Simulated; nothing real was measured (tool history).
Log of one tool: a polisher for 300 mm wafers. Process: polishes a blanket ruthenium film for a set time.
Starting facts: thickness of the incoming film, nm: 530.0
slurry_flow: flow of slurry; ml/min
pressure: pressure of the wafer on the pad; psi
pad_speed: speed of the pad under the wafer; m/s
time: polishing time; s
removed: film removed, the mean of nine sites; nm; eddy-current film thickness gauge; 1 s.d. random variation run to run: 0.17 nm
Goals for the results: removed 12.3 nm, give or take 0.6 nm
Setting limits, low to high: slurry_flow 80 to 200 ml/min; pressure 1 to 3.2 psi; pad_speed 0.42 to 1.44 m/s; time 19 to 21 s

Run 1, hour 0: slurry_flow 130 ml/min, pressure 2.1 psi, pad_speed 0.92 m/s, time 21 s. Result: removed 21.225 nm.
Run 2, hour 5: slurry_flow 130 ml/min, pressure 2.1 psi, pad_speed 0.92 m/s, time 19 s. Result: removed 19.325 nm.
Run 3, hour 13.5: slurry_flow 130 ml/min, pressure 1.8 psi, pad_speed 0.9 m/s, time 19 s. Result: removed 16.466 nm.
Run 4, hour 20.9: slurry_flow 130 ml/min, pressure 1.8 psi, pad_speed 0.9 m/s, time 19 s. Result: removed 16.106 nm.
Run 5, hour 24.9: slurry_flow 145 ml/min, pressure 1.8 psi, pad_speed 0.9 m/s, time 19 s. Result: removed 16.482 nm.
Run 6, hour 33.3: slurry_flow 145 ml/min, pressure 1.6 psi, pad_speed 0.9 m/s, time 19 s. Result: removed 15.275 nm.
Run 7, hour 34.5: slurry_flow 140 ml/min, pressure 1.5 psi, pad_speed 0.9 m/s, time 19 s. Result: removed 14.442 nm.
Run 8, hour 39.4: slurry_flow 140 ml/min, pressure 1.4 psi, pad_speed 0.9 m/s, time 19 s. Result: removed 13.333 nm.
Run 9, hour 44.2: slurry_flow 135 ml/min, pressure 1.4 psi, pad_speed 0.9 m/s, time 19 s. Result: removed 13.304 nm.

Which single option among these 5 for the next run brings every result within its allowed miss of target? Just one does.
Run A, hour 49: slurry_flow 130 ml/min, pressure 1.5 psi, pad_speed 0.96 m/s, time 19 s. Result: removed ?.
Run B, hour 49: slurry_flow 150 ml/min, pressure 1.2 psi, pad_speed 1 m/s, time 20 s. Result: removed ?.
Run C, hour 49: slurry_flow 145 ml/min, pressure 1.3 psi, pad_speed 0.88 m/s, time 19 s. Result: removed ?.
Run D, hour 49: slurry_flow 130 ml/min, pressure 1.2 psi, pad_speed 0.86 m/s, time 19 s. Result: removed ?.
Run E, hour 49: slurry_flow 115 ml/min, pressure 1.3 psi, pad_speed 1 m/s, time 21 s. Result: removed ?.

move  removed
   A   14.856
   B   13.935
   C   12.387
   D   11.177
   E   14.907
A: lands further from the targets than the last run did
B: lands further from the targets than the last run did
C: hits every target within its allowed miss
D: takes the biggest miss from the last run beyond its target
E: lands further from the targets than the last run did
Go with C: it meets all targets.
